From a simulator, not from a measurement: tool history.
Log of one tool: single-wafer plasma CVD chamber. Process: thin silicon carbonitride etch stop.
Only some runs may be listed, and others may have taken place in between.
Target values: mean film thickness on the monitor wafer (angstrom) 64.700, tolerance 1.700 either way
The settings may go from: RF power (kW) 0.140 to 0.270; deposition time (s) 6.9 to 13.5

run  hour  RF power (kW)  deposition time (s)  mean film thickness on the monitor wafer (angstrom)
  1   0.0          0.205                 10.2                                               54.291
  2   8.5          0.205                  9.2                                               48.798
  3  10.5          0.210                  9.5                                               51.159
  4  17.4          0.195                  9.5                                               49.574
  5  20.8          0.200                  9.8                                               51.568
  6  23.9          0.200                 10.8                                               56.885
  7  30.6          0.205                 10.9                                               58.340
  8  37.8          0.210                 11.0                                               58.667
  9  39.4          0.215                 11.1                                               60.383
 10  44.4          0.220                 11.1                                               60.356
 11  46.0          0.225                 11.2                                               61.505

Which of these 5 next moves meets every target?
  A  47.6          0.225                 11.7                                                    ?
  B  47.6          0.225                 12.5                                                    ?
  C  47.6          0.235                 10.9                                                    ?
  D  47.6          0.230                 12.2                                                    ?
  E  47.6          0.245                 11.9                                                    ?

move  mean film thickness on the monitor wafer (angstrom)
   A                                               64.432
   B                                               68.838
   C                                               60.948
   D                                               67.706
   E                                               67.512
A: hits every target within its allowed miss
B: takes the result that was furthest off past its target
C: the biggest miss grows against the last run
D: takes the result that was furthest off past its target
E: takes the result that was furthest off past its target
Correct choice: A, which meets every target
